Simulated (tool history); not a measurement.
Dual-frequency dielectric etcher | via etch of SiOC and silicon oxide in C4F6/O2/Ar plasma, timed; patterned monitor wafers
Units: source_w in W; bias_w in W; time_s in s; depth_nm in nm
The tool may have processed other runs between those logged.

run  hour  source_w  bias_w  time_s  depth_nm
  1   0.0       370     192   115.5    118.94
  2   7.7       370     166   115.5    114.67
  3  12.9       370     166   120.5    118.95
  4  21.0       370     166   115.5    113.98
  5  28.6       390     174   116.5    119.44
  6  33.5       350     174   116.5    113.55
  7  36.1       420     212   119.5    133.15
  8  38.8       430     214   119.5    135.20
  9  40.3       440     216   119.5    136.49
 10  43.9       440     217   119.5    136.04

The next listed run, before its measurement:
 11  46.8       440     219   119.5         ?

{"run 11": {"depth_nm": 136.66}}

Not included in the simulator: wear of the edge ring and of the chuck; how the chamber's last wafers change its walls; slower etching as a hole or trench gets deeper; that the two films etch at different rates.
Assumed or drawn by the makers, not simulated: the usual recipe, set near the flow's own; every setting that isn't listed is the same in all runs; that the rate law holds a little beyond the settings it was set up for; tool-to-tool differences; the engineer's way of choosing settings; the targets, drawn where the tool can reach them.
